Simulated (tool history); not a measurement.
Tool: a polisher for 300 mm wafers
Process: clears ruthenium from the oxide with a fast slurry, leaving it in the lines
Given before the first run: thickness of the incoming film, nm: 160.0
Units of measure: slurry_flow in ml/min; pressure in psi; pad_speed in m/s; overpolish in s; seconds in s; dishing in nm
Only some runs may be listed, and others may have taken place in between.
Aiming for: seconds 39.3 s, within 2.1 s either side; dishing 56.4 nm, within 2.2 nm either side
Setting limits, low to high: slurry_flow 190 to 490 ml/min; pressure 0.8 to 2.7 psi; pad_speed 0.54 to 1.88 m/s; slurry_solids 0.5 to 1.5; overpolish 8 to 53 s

run 1 hour=0 | slurry_flow=315 pressure=1.7 pad_speed=1.2 slurry_solids=1 overpolish=27 | seconds=48.813 dishing=67.443
run 2 hour=3.6 | slurry_flow=315 pressure=1.7 pad_speed=1.2 slurry_solids=1 overpolish=33 | seconds=48.758 dishing=78.26
run 3 hour=9.7 | slurry_flow=315 pressure=1.8 pad_speed=1.2 slurry_solids=1 overpolish=28 | seconds=45.393 dishing=71.449
run 4 hour=15.8 | slurry_flow=270 pressure=1.8 pad_speed=1.2 slurry_solids=1 overpolish=28 | seconds=46.071 dishing=71.502
run 5 hour=23.6 | slurry_flow=270 pressure=1.4 pad_speed=1.2 slurry_solids=1 overpolish=28 | seconds=58.87 dishing=60.681
run 6 hour=26.6 | slurry_flow=270 pressure=1.6 pad_speed=1.2 slurry_solids=1 overpolish=24 | seconds=50.72 dishing=60.249
run 7 hour=30.4 | slurry_flow=270 pressure=1.7 pad_speed=1.2 slurry_solids=1 overpolish=21 | seconds=50.271 dishing=55.843
run 8 hour=38.6 | slurry_flow=270 pressure=1.7 pad_speed=1.2 slurry_solids=1 overpolish=21 | seconds=50.022 dishing=56.317
run 9 hour=40.4 | slurry_flow=270 pressure=1.8 pad_speed=1.2 slurry_solids=1 overpolish=19 | seconds=46.447 dishing=53.423
run 10 hour=43.8 | slurry_flow=270 pressure=1.9 pad_speed=1.2 slurry_solids=1 overpolish=19 | seconds=45.213 dishing=55.591
run 11 hour=45.2 | slurry_flow=270 pressure=2 pad_speed=1.2 slurry_solids=1 overpolish=18 | seconds=42.329 dishing=55.92
run 12 hour=46.8 | slurry_flow=270 pressure=2.1 pad_speed=1.2 slurry_solids=1 overpolish=16 | seconds=41.107 dishing=52.414

5 candidate next runs follow, results not yet known. Just one meets every target within its allowed miss. Identify it.
run A hour=48.4 | slurry_flow=200 pressure=2 pad_speed=1.16 slurry_solids=1.1 overpolish=16 | seconds=? dishing=?
run B hour=48.4 | slurry_flow=270 pressure=1.8 pad_speed=1.22 slurry_solids=1.1 overpolish=21 | seconds=? dishing=?
run C hour=48.4 | slurry_flow=250 pressure=1.9 pad_speed=1.42 slurry_solids=1.05 overpolish=17 | seconds=? dishing=?
run D hour=48.4 | slurry_flow=265 pressure=2.2 pad_speed=0.98 slurry_solids=1.1 overpolish=16 | seconds=? dishing=?
run E hour=48.4 | slurry_flow=270 pressure=2 pad_speed=1.1 slurry_solids=1.05 overpolish=18 | seconds=? dishing=?

move=A seconds=44.018 dishing=49.64
move=B seconds=44.572 dishing=60.784
move=C seconds=38.705 dishing=57.622
move=D seconds=44.207 dishing=49.469
move=E seconds=44.806 dishing=53.757
A: the biggest miss grows against the last run
B: the result that was furthest off in the last run now lies on the other side of its target
C: all results in spec
D: the biggest miss grows against the last run
E: the biggest miss grows against the last run
C is the move that brings every result within its allowed miss.
